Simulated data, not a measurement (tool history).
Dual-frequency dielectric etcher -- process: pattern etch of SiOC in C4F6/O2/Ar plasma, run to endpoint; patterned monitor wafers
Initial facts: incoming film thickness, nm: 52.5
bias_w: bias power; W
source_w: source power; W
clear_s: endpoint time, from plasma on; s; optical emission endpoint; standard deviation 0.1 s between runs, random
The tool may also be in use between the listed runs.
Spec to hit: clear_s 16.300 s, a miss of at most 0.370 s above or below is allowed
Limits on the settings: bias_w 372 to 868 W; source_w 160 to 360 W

| run | hour | bias_w | source_w | clear_s |
|---|---|---|---|---|
| 1 | 0.0 | 620 | 260 | 19.277 |
| 2 | 8.8 | 660 | 270 | 18.335 |
| 3 | 9.4 | 686 | 270 | 18.227 |
| 4 | 15.3 | 769 | 270 | 17.234 |
| 5 | 20.5 | 769 | 290 | 16.801 |
| 6 | 24.0 | 777 | 290 | 16.713 |
| 7 | 25.7 | 783 | 290 | 16.731 |
| 8 | 34.2 | 790 | 290 | 16.684 |

Consider the 5 candidate settings below. Which is the only one whose results all fall within their allowed miss of target?
| A | 42.7 | 778 | 280 | ? |
| B | 42.7 | 700 | 290 | ? |
| C | 42.7 | 868 | 290 | ? |
| D | 42.7 | 756 | 280 | ? |
| E | 42.7 | 695 | 290 | ? |

| move | clear_s |
|---|---|
| A | 17.067 |
| B | 17.323 |
| C | 16.148 |
| D | 17.227 |
| E | 17.362 |
A: further off than the last run
B: further off than the last run
C: every result lands within tolerance
D: further off than the last run
E: further off than the last run
The right move is C.
